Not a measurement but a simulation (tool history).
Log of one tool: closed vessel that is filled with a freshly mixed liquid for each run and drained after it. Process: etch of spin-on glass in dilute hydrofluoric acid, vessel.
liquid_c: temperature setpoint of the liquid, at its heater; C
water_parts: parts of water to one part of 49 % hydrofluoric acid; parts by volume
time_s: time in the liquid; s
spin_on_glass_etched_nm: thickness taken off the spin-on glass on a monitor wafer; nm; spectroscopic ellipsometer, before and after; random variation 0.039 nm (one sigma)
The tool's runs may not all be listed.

| run | hour | liquid_c | water_parts | time_s | spin_on_glass_etched_nm |
|---|---|---|---|---|---|
| 1 | 0 | 21 | 205 | 30 | 4.0762 |
| 2 | 5 | 18 | 205 | 30 | 3.5997 |
| 3 | 11.2 | 18 | 245 | 30 | 2.8989 |
| 4 | 19 | 21.5 | 240 | 30 | 3.3664 |
| 5 | 21.5 | 21.5 | 275 | 30 | 2.8438 |
| 6 | 27.4 | 24 | 260 | 30 | 3.3713 |
| 7 | 29.4 | 25.5 | 250 | 30 | 3.7305 |
| 8 | 30.6 | 26.5 | 245 | 30 | 4.004 |

The next listed run, before its measurement:
| 9 | 33.5 | 27.5 | 240 | 30 | ? |

Run 9 gave spin_on_glass_etched_nm 4.2274 nm.
